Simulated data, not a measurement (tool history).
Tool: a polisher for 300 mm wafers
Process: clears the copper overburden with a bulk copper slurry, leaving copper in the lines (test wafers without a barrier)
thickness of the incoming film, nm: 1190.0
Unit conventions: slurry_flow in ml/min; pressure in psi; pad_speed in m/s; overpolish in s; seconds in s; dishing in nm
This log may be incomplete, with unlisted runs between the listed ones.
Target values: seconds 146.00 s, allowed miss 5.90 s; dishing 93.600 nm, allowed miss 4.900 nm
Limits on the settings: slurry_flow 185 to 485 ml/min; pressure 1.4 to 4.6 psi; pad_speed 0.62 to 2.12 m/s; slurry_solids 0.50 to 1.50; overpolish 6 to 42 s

run	hour	slurry_flow	pressure	pad_speed	slurry_solids	overpolish	seconds	dishing
1	0.0	310	3.0	1.36	1.00	21	110.06	91.023
2	8.4	310	2.9	1.36	1.00	22	114.58	90.906
3	13.4	310	2.8	1.36	1.00	23	118.59	91.407
4	21.4	310	2.7	1.36	1.00	24	121.10	92.624
5	28.7	310	2.7	1.04	1.00	24	161.31	78.702
6	36.3	310	2.8	1.04	1.00	25	152.37	80.308
7	40.5	310	2.8	1.04	1.00	26	153.12	83.576
8	45.1	310	2.8	1.04	1.00	27	153.34	88.098

Exactly one of the 4 candidate moves below puts every result within its allowed miss. Which one?
A	49.7	315	2.2	1.28	1.10	28	?	?
B	49.7	300	2.6	1.06	1.00	34	?	?
C	49.7	315	2.9	1.18	1.10	20	?	?
D	49.7	290	3.0	1.04	0.95	31	?	?

move	seconds	dishing
A	151.45	84.463
B	158.49	92.821
C	125.52	82.126
D	142.50	95.771
A: the worst result of the last run now meets its target, but another is out of spec
B: lands further from the targets than the last run did
C: moves the result that the last run missed by most past its target, out the other side
D: all results in spec
Go with D: it meets all targets.

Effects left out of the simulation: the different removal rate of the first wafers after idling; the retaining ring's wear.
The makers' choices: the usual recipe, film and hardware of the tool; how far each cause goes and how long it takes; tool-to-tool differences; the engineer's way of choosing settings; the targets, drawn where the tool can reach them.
